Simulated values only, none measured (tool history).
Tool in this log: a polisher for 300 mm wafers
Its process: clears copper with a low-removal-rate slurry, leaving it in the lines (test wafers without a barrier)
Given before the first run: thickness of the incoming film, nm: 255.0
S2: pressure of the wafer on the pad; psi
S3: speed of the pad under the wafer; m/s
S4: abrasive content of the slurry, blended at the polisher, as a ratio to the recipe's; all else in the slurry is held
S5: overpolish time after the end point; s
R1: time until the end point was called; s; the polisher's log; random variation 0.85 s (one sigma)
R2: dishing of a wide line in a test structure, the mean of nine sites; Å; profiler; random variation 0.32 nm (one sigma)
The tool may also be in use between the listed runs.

{"run": 1, "hour": 0.0, "flow of slurry (ml/min)": 220, "S2": 2.7, "S3": 1.14, "S4": 1.0, "S5": 21, "R1": 76.091, "R2": 463.49}
{"run": 2, "hour": 6.8, "flow of slurry (ml/min)": 220, "S2": 2.7, "S3": 1.14, "S4": 1.1, "S5": 21, "R1": 74.819, "R2": 472.86}
{"run": 3, "hour": 8.4, "flow of slurry (ml/min)": 220, "S2": 2.7, "S3": 0.96, "S4": 1.1, "S5": 21, "R1": 85.28, "R2": 439.24}
{"run": 4, "hour": 9.5, "flow of slurry (ml/min)": 205, "S2": 2.5, "S3": 1.08, "S4": 1.0, "S5": 18, "R1": 87.266, "R2": 369.99}
{"run": 5, "hour": 12.4, "flow of slurry (ml/min)": 245, "S2": 2.5, "S3": 1.08, "S4": 1.0, "S5": 18, "R1": 84.069, "R2": 362.69}
{"run": 6, "hour": 17.5, "flow of slurry (ml/min)": 265, "S2": 2.4, "S3": 1.1, "S4": 0.95, "S5": 16, "R1": 88.55, "R2": 313.54}
{"run": 7, "hour": 26.1, "flow of slurry (ml/min)": 280, "S2": 2.4, "S3": 1.14, "S4": 0.85, "S5": 14, "R1": 88.659, "R2": 285.94}

What will run 8 give?
{"run": 8, "hour": 33.4, "flow of slurry (ml/min)": 340, "S2": 2.3, "S3": 1.3, "S4": 0.6, "S5": 6, "R1": "?", "R2": "?"}

R1: 86.578 s
R2: 134.69 Å

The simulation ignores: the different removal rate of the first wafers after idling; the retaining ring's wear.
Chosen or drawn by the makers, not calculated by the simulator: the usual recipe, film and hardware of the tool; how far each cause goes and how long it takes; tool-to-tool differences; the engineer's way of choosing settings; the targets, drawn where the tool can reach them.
